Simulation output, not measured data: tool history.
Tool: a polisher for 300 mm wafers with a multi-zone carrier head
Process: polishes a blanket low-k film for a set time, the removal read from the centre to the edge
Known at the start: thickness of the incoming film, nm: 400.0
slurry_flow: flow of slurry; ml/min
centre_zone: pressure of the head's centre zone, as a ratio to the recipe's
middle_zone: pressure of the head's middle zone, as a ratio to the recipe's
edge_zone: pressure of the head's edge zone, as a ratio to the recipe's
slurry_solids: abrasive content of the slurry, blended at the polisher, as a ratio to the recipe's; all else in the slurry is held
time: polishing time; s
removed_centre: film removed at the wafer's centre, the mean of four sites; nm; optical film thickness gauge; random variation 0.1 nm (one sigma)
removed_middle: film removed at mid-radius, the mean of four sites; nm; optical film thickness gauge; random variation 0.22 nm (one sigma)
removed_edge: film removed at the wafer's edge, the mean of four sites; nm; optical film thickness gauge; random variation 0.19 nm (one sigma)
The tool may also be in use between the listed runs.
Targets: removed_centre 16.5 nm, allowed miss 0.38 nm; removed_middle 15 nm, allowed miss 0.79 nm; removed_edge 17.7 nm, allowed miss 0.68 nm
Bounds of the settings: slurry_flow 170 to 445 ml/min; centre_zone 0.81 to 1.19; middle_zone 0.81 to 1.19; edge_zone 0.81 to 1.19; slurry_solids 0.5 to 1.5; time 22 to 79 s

run 1 hour=0 | slurry_flow=285 centre_zone=1 middle_zone=1 edge_zone=1 slurry_solids=1 time=50 | removed_centre=22.071 removed_middle=21.664 removed_edge=24.147
run 2 hour=4.9 | slurry_flow=285 centre_zone=0.99 middle_zone=0.97 edge_zone=0.97 slurry_solids=0.9 time=50 | removed_centre=20.312 removed_middle=20.112 removed_edge=21.97
run 3 hour=7.6 | slurry_flow=280 centre_zone=0.99 middle_zone=0.94 edge_zone=0.97 slurry_solids=0.85 time=50 | removed_centre=19.846 removed_middle=18.657 removed_edge=21.384
run 4 hour=11.9 | slurry_flow=275 centre_zone=0.98 middle_zone=0.92 edge_zone=0.94 slurry_solids=0.85 time=50 | removed_centre=19.649 removed_middle=18.081 removed_edge=20.794
run 5 hour=17.7 | slurry_flow=275 centre_zone=0.98 middle_zone=0.92 edge_zone=0.94 slurry_solids=0.85 time=60 | removed_centre=23.147 removed_middle=21.481 removed_edge=25.206
run 6 hour=24.2 | slurry_flow=275 centre_zone=0.97 middle_zone=0.9 edge_zone=0.92 slurry_solids=0.8 time=59 | removed_centre=21.38 removed_middle=20.261 removed_edge=23.124
run 7 hour=28 | slurry_flow=260 centre_zone=0.96 middle_zone=0.88 edge_zone=0.91 slurry_solids=0.75 time=59 | removed_centre=20.225 removed_middle=19.138 removed_edge=21.936
-- hour=30.8 edge zone pressure recalibrated
run 8 hour=30.8 | slurry_flow=260 centre_zone=0.96 middle_zone=0.87 edge_zone=0.91 slurry_solids=0.7 time=59 | removed_centre=19.262 removed_middle=17.479 removed_edge=19.908

Which of these 4 next moves meets every target?
run A hour=33.6 | slurry_flow=255 centre_zone=0.85 middle_zone=0.81 edge_zone=1.01 slurry_solids=0.9 time=44 | removed_centre=? removed_middle=? removed_edge=?
run B hour=33.6 | slurry_flow=280 centre_zone=0.85 middle_zone=0.81 edge_zone=1.07 slurry_solids=0.85 time=46 | removed_centre=? removed_middle=? removed_edge=?
run C hour=33.6 | slurry_flow=310 centre_zone=0.92 middle_zone=0.82 edge_zone=0.94 slurry_solids=0.8 time=47 | removed_centre=? removed_middle=? removed_edge=?
run D hour=33.6 | slurry_flow=295 centre_zone=0.96 middle_zone=0.82 edge_zone=0.97 slurry_solids=0.7 time=47 | removed_centre=? removed_middle=? removed_edge=?

move=A removed_centre=15.177 removed_middle=15.311 removed_edge=18.483
move=B removed_centre=15.381 removed_middle=15.504 removed_edge=19.225
move=C removed_centre=16.39 removed_middle=15.401 removed_edge=17.756
move=D removed_centre=15.294 removed_middle=13.785 removed_edge=16.148
A: takes the result that was furthest off past its target
B: takes the result that was furthest off past its target
C: meets every target
D: takes the result that was furthest off past its target
Move C is the one to make.
